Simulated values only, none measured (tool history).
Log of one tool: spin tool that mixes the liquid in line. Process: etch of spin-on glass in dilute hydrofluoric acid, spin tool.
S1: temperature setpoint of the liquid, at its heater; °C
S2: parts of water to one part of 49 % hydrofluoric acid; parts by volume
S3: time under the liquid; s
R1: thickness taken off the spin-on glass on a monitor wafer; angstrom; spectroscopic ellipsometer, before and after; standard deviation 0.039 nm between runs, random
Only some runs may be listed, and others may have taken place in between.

Run 1, hour 0: S1 21 °C, S2 235 parts by volume, S3 45 s. Result: R1 72.304 angstrom.
Run 2, hour 8: S1 20.5 °C, S2 245 parts by volume, S3 45 s. Result: R1 66.035 angstrom.
Run 3, hour 10.8: S1 20 °C, S2 250 parts by volume, S3 45 s. Result: R1 63.796 angstrom.
Run 4, hour 14.1: S1 18 °C, S2 250 parts by volume, S3 45 s. Result: R1 59.839 angstrom.
Run 5, hour 20: S1 18 °C, S2 255 parts by volume, S3 45 s. Result: R1 57.857 angstrom.
Run 6, hour 21.7: S1 18 °C, S2 260 parts by volume, S3 45 s. Result: R1 57.671 angstrom.
Run 7, hour 28.3: S1 18 °C, S2 265 parts by volume, S3 45 s. Result: R1 54.849 angstrom.
Run 8, hour 35.6: S1 18 °C, S2 270 parts by volume, S3 45 s. Result: R1 54.796 angstrom.
Run 9, hour 37.9: S1 18 °C, S2 275 parts by volume, S3 45 s. Result: R1 52.994 angstrom.
Run 10, hour 41.4: S1 18 °C, S2 280 parts by volume, S3 45 s. Result: R1 52.1 angstrom.
Run 11, hour 49: S1 18 °C, S2 285 parts by volume, S3 45 s. Result: R1 51.613 angstrom.
Run 12, hour 58: S1 18 °C, S2 285 parts by volume, S3 45 s. Result: R1 50.089 angstrom.

Run 13, settings as shown, results not yet in. Your forecast:
Run 13, hour 59.4: S1 17.5 °C, S2 295 parts by volume, S3 45 s. Result: R1 ?.

R1: 47.281 angstrom

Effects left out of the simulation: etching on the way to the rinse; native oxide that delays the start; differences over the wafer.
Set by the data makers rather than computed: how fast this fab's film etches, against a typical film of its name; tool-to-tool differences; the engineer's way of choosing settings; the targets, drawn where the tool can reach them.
